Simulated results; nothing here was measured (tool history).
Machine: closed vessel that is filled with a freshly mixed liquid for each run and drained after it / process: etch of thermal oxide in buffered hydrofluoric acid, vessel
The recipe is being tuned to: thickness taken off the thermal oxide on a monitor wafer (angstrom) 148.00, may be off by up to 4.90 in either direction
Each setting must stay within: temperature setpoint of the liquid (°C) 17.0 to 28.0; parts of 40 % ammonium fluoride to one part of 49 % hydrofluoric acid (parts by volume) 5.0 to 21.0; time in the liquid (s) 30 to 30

run,hour,temperature setpoint of the liquid (°C),parts of 40 % ammonium fluoride to one part of 49 % hydrofluoric acid (parts by volume),time in the liquid (s),thickness taken off the thermal oxide on a monitor wafer (angstrom)
1,0.0,20.0,13.0,30,226.24
2,0.9,20.0,15.0,30,198.24
3,6.2,20.0,15.0,30,195.87
4,7.5,20.0,15.0,30,196.64
5,10.9,19.0,15.5,30,182.91
6,16.9,18.5,16.0,30,169.10
7,25.4,18.0,16.0,30,166.30
8,30.1,17.5,16.5,30,156.67

4 candidate next runs follow, results not yet known. Just one meets every target within its allowed miss. Identify it.
A,34.8,17.0,18.0,30,?
B,34.8,17.0,17.0,30,?
C,34.8,17.0,15.5,30,?
D,34.8,18.0,20.0,30,?

move,thickness taken off the thermal oxide on a monitor wafer (angstrom)
A,139.46
B,147.56
C,161.63
D,133.05
A: moves the result that the last run missed by most past its target, out the other side
B: all results land within tolerance of their targets
C: its largest miss is bigger than the last run's
D: moves the result that the last run missed by most past its target, out the other side
The move that meets every target is B.

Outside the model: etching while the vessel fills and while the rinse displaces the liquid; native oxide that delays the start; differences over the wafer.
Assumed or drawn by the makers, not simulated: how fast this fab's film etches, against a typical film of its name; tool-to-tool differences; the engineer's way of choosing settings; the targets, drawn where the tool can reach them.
